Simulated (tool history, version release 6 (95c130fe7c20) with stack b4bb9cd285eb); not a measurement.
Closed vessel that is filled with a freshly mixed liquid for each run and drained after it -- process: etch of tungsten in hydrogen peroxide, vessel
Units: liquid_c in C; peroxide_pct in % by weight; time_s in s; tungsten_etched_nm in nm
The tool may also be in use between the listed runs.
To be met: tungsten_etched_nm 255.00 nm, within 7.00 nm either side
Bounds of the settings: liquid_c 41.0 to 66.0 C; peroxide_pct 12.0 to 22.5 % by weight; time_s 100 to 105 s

run,hour,liquid_c,peroxide_pct,time_s,tungsten_etched_nm
1,0.0,57.0,15.5,100,359.46
2,7.9,57.0,13.5,100,336.60
3,13.4,55.5,13.5,100,310.19
4,16.4,61.5,13.5,100,434.18
5,24.1,66.0,13.5,100,555.29
6,31.1,66.0,12.0,100,525.12
7,35.2,58.0,12.0,100,335.69
# hour 39.4: peroxide flow meter replaced
8,39.4,56.5,12.0,100,317.79
9,45.7,55.0,12.0,100,294.17
10,54.7,54.0,12.0,100,271.97
11,57.0,53.5,12.0,100,270.97
12,58.4,52.0,12.0,100,241.34

Pick the move, out of 5, that brings all results within their allowed miss; only one does.
A,59.8,51.0,12.0,105,?
B,59.8,49.5,12.0,105,?
C,59.8,52.5,13.0,105,?
D,59.8,52.5,12.5,100,?
E,59.8,51.5,12.0,100,?

move,tungsten_etched_nm
A,238.79
B,217.90
C,272.13
D,254.14
E,234.42
A: its largest miss is bigger than the last run's
B: its largest miss is bigger than the last run's
C: takes the result that was furthest off past its target
D: hits every target within its allowed miss
E: its largest miss is bigger than the last run's
D is the move that brings every result within its allowed miss.
